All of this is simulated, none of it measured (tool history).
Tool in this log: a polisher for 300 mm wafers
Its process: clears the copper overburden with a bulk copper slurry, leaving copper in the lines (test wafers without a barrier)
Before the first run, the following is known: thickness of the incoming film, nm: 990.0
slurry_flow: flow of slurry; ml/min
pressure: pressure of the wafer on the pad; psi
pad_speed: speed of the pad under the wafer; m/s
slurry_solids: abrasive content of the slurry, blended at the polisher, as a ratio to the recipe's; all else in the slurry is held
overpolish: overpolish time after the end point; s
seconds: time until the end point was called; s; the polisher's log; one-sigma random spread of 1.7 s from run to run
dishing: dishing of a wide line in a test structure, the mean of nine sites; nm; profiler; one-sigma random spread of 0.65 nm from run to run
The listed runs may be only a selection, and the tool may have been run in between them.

| run | day | slurry_flow | pressure | pad_speed | slurry_solids | overpolish | seconds | dishing |
|---|---|---|---|---|---|---|---|---|
| 1 | 0.000 | 135 | 2.2 | 1.32 | 1.0 | 11 | 153.28 | 36.486 |
| 2 | 0.258 | 135 | 2.2 | 1.32 | 1.0 | 12 | 153.76 | 38.624 |
| 3 | 0.408 | 135 | 2.2 | 1.32 | 1.0 | 8 | 155.47 | 29.959 |
| 4 | 0.546 | 135 | 2.2 | 1.06 | 1.0 | 8 | 191.86 | 25.794 |
| 5 | 0.738 | 130 | 2.3 | 1.06 | 1.0 | 10 | 182.44 | 30.721 |
| 6 | 1.067 | 130 | 2.3 | 1.38 | 1.0 | 10 | 142.98 | 36.036 |
| 7 | 1.242 | 125 | 2.3 | 1.38 | 1.0 | 11 | 143.49 | 38.576 |
| 8 | 1.329 | 110 | 2.3 | 1.36 | 1.0 | 16 | 155.88 | 45.637 |

Run 9, settings as shown, results not yet in. Your forecast:
| 9 | 1.542 | 125 | 2.4 | 1.36 | 1.0 | 17 | ? | ? |

Run 9 measured seconds 140.83 s, dishing 49.081 nm.
